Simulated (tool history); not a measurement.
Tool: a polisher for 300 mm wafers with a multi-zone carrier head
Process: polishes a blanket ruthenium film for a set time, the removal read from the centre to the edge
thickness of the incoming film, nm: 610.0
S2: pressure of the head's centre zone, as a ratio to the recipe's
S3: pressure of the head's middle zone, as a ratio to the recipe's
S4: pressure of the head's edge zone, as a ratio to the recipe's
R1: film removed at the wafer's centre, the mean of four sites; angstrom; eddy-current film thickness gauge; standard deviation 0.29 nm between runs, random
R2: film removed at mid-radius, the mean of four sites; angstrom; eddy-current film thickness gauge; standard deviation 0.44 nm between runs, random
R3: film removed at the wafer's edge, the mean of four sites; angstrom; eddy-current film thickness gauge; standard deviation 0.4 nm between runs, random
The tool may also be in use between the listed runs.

Run 1, hour 0.0: flow of slurry (ml/min) 185, S2 1.00, S3 1.00, S4 1.00, polishing time (s) 74. Result: R1 587.11 angstrom, R2 600.25 angstrom, R3 584.43 angstrom.
Run 2, hour 7.3: flow of slurry (ml/min) 170, S2 0.98, S3 0.95, S4 1.01, polishing time (s) 72. Result: R1 551.04 angstrom, R2 559.20 angstrom, R3 576.67 angstrom.
Run 3, hour 11.8: flow of slurry (ml/min) 170, S2 0.98, S3 0.95, S4 1.06, polishing time (s) 72. Result: R1 555.94 angstrom, R2 549.50 angstrom, R3 588.51 angstrom.
Run 4, hour 20.0: flow of slurry (ml/min) 170, S2 0.98, S3 0.95, S4 1.14, polishing time (s) 72. Result: R1 553.68 angstrom, R2 553.33 angstrom, R3 611.56 angstrom.
Run 5, hour 20.9: flow of slurry (ml/min) 160, S2 0.97, S3 0.92, S4 1.11, polishing time (s) 70. Result: R1 522.00 angstrom, R2 523.27 angstrom, R3 572.55 angstrom.
Run 6, hour 26.6: flow of slurry (ml/min) 155, S2 0.97, S3 0.89, S4 1.12, polishing time (s) 69. Result: R1 515.40 angstrom, R2 493.64 angstrom, R3 571.58 angstrom.
Run 7, hour 35.1: flow of slurry (ml/min) 125, S2 0.90, S3 0.82, S4 1.02, polishing time (s) 66. Result: R1 435.59 angstrom, R2 424.43 angstrom, R3 515.76 angstrom.

What will run 8 give?
Run 8, hour 41.3: flow of slurry (ml/min) 130, S2 0.91, S3 0.82, S4 1.02, polishing time (s) 66. Result: R1 ?, R2 ?, R3 ?.

R1: 447.18 angstrom
R2: 432.21 angstrom
R3: 509.46 angstrom

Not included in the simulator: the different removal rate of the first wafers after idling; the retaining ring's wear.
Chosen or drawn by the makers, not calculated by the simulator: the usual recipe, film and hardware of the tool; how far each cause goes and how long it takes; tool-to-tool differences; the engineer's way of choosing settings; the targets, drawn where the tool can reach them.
